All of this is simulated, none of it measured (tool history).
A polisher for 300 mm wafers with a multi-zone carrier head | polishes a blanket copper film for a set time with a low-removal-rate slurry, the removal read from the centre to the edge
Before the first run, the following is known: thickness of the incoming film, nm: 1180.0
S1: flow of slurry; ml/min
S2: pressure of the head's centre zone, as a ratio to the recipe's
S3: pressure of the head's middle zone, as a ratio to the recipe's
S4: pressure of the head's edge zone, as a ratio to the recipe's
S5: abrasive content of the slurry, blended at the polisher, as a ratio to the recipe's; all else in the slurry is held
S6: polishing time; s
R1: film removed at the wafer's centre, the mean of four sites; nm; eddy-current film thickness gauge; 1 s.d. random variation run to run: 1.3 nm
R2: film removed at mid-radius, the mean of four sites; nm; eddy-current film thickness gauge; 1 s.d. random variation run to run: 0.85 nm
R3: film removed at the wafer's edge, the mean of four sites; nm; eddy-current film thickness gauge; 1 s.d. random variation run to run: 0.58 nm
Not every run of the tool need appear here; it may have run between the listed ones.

Run 1, hour 0: S1 300 ml/min, S2 1, S3 1, S4 1, S5 1, S6 82 s. Result: R1 116.97 nm, R2 119.53 nm, R3 121.9 nm.
Run 2, hour 5.3: S1 300 ml/min, S2 1, S3 1, S4 1, S5 1, S6 71 s. Result: R1 102.79 nm, R2 102.97 nm, R3 107.91 nm.
Run 3, hour 7.8: S1 300 ml/min, S2 1, S3 1.06, S4 1, S5 1, S6 71 s. Result: R1 104.56 nm, R2 107.15 nm, R3 106.59 nm.
Run 4, hour 13.9: S1 300 ml/min, S2 1, S3 1.11, S4 1, S5 1, S6 71 s. Result: R1 103.44 nm, R2 113.15 nm, R3 107.42 nm.
Run 5, hour 21.8: S1 300 ml/min, S2 1, S3 1.11, S4 1, S5 0.85, S6 71 s. Result: R1 101.11 nm, R2 109.86 nm, R3 104.34 nm.
Run 6, hour 29.8: S1 300 ml/min, S2 1, S3 1.11, S4 1.04, S5 0.85, S6 71 s. Result: R1 97.89 nm, R2 108.8 nm, R3 105.94 nm.
Run 7, hour 32.5: S1 300 ml/min, S2 1, S3 1.09, S4 1.02, S5 0.8, S6 70 s. Result: R1 97.475 nm, R2 104.78 nm, R3 101.37 nm.
At hour 39.8: slurry nozzle cleaned.
Run 8, hour 39.8: S1 300 ml/min, S2 1, S3 1.07, S4 1, S5 0.75, S6 70 s. Result: R1 103.44 nm, R2 109.13 nm, R3 105.89 nm.
Run 9, hour 45.1: S1 300 ml/min, S2 1.01, S3 1.07, S4 1, S5 0.75, S6 68 s. Result: R1 98.1 nm, R2 105.05 nm, R3 103.29 nm.

Estimate the outcome of run 10 from the log above:
Run 10, hour 53.1: S1 300 ml/min, S2 1.03, S3 1.07, S4 0.99, S5 0.75, S6 65 s. Result: R1 ?, R2 ?, R3 ?.

R1: 99.976 nm
R2: 100.85 nm
R3: 96.664 nm
